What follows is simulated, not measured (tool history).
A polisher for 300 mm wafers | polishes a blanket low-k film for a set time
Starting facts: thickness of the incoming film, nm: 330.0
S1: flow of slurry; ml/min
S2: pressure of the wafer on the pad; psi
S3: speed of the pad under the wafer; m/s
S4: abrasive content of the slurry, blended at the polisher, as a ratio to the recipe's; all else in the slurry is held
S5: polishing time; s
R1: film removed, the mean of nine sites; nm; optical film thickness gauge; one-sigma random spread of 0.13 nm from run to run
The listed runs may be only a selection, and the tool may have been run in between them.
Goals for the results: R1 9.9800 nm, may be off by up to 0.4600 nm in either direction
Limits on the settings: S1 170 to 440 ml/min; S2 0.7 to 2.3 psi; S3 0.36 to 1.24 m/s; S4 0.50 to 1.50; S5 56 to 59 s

run	hour	S1	S2	S3	S4	S5	R1
1	0.0	280	1.5	0.80	1.00	56	13.1900
2	5.7	280	1.5	0.80	1.00	56	13.0470
3	8.6	235	1.5	0.80	1.00	56	12.4740
4	13.7	230	1.5	0.80	1.00	56	12.4740
5	19.0	230	1.5	0.94	1.00	56	13.6970
6	20.4	230	1.5	0.94	1.00	59	14.7000
7	28.8	225	1.4	0.94	1.00	59	13.8040
8	35.3	220	1.3	0.94	1.00	59	12.6900
9	38.5	215	1.2	0.94	1.00	59	11.7340
10	43.8	215	0.9	0.92	1.00	59	8.7678
11	47.5	220	0.9	0.92	1.00	59	8.8568
12	49.9	225	0.9	0.92	1.00	59	8.8828
13	57.4	230	0.9	0.92	1.00	59	8.5937
14	59.9	230	1.1	0.94	1.00	59	10.8880

Exercise: of the 4 proposed moves below, exactly one satisfies all targets within the stated allowed misses. Which move is it?
A	62.4	220	1.0	1.06	1.00	56	?
B	62.4	225	1.2	0.92	1.00	59	?
C	62.4	195	1.1	1.00	1.10	58	?
D	62.4	275	1.2	0.96	0.95	59	?

move	R1
A	10.0320
B	11.5600
C	11.0110
D	12.1170
A: every result lands within tolerance
B: its largest miss is bigger than the last run's
C: its largest miss is bigger than the last run's
D: its largest miss is bigger than the last run's
Answer: A
